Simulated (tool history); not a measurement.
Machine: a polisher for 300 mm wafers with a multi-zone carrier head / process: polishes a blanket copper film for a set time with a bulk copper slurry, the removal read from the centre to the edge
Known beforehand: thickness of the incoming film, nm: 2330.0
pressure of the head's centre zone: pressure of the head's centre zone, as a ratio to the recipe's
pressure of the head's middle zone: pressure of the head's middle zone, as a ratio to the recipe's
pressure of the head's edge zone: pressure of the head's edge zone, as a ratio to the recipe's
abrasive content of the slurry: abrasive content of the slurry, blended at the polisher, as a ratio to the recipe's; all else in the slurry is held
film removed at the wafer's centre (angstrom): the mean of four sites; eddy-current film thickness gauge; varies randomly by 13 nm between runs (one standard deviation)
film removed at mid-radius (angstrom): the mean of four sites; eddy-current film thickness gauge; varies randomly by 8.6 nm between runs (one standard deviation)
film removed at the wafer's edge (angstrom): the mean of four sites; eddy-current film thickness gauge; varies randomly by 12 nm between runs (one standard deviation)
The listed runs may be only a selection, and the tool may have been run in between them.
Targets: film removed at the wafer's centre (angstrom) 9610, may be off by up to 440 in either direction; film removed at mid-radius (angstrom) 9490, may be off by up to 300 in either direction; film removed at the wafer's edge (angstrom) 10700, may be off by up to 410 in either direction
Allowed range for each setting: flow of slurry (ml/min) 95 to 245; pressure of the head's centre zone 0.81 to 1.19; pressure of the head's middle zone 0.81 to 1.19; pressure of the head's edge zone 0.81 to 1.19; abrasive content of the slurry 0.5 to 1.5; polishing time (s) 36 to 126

run,day,flow of slurry (ml/min),pressure of the head's centre zone,pressure of the head's middle zone,pressure of the head's edge zone,abrasive content of the slurry,polishing time (s),film removed at the wafer's centre (angstrom),film removed at mid-radius (angstrom),film removed at the wafer's edge (angstrom)
1,0,155,1,1,1,1,81,6963.7,7224.2,7468.3
2,0.058,165,1.01,1,1.05,1.15,85,7602.9,7913.7,8102.8
3,0.304,165,1.01,0.97,1.08,1.25,91,8442.9,8424.7,8992.5
4,0.417,165,1.01,0.97,1.15,1.25,91,8351,8433.7,9243.8
5,0.558,165,1.01,1,1.15,1.25,91,8196.3,8550.5,9297.5
# day 0.725: centre zone pressure recalibrated
6,0.725,165,1.01,1,1.18,1.25,91,8975.2,8420.6,9341.8
7,0.871,175,1,0.98,1.18,1.35,93,9336.2,8852.1,9736.1
8,1,165,0.99,0.97,1.18,1.4,96,9357.2,9050.3,9938
9,1.071,165,0.98,0.96,1.18,1.35,98,9525,9103.1,10236

Exactly one of the 4 candidate moves below puts every result within its allowed miss. Which one?
A,1.142,185,1.02,1,1.07,1.5,92,?,?,?
B,1.142,150,0.95,0.97,1.19,1.35,102,?,?,?
C,1.142,205,1.02,1.04,1.07,1.1,102,?,?,?
D,1.142,165,1.01,1.05,1.16,1.3,95,?,?,?

move,film removed at the wafer's centre (angstrom),film removed at mid-radius (angstrom),film removed at the wafer's edge (angstrom)
A,9589.2,9286,9622.1
B,9482.8,9543.6,10607
C,10024,10018,10005
D,9352.9,9531.5,9776.6
A: brings the last run's worst result on target, with another outside its allowed miss
B: meets every target
C: moves the result that the last run missed by most past its target, out the other side
D: brings the last run's worst result on target, with another outside its allowed miss
The right move is B.
